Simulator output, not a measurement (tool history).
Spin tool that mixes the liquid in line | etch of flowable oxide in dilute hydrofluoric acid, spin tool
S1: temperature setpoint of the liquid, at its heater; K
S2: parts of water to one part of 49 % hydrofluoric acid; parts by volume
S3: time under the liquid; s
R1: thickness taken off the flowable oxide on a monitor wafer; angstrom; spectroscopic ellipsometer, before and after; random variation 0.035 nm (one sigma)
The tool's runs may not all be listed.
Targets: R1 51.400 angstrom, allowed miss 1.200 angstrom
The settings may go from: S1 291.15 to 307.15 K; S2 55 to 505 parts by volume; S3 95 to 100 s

run	hour	S1	S2	S3	R1
1	0.0	299.15	280	95	112.770
2	5.7	299.15	280	100	118.930
3	12.5	297.15	315	100	95.573
4	21.0	295.65	340	100	82.398
5	29.9	295.65	380	100	71.436
6	34.6	294.65	390	100	66.205
7	37.3	293.65	400	100	62.357
8	38.9	293.15	410	100	59.004
9	46.9	292.65	415	100	57.259
10	54.3	292.65	415	100	57.499
11	55.9	292.15	420	100	55.122
12	64.7	292.15	425	100	55.206
13	67.0	292.15	430	100	53.489

Which of these 4 next moves meets every target?
A	69.3	292.15	415	100	?
B	69.3	291.15	405	100	?
C	69.3	292.65	425	100	?
D	69.3	291.15	435	100	?

move	R1
A	55.735
B	55.574
C	54.933
D	50.542
A: further off than the last run
B: further off than the last run
C: further off than the last run
D: meets every target
Answer: D
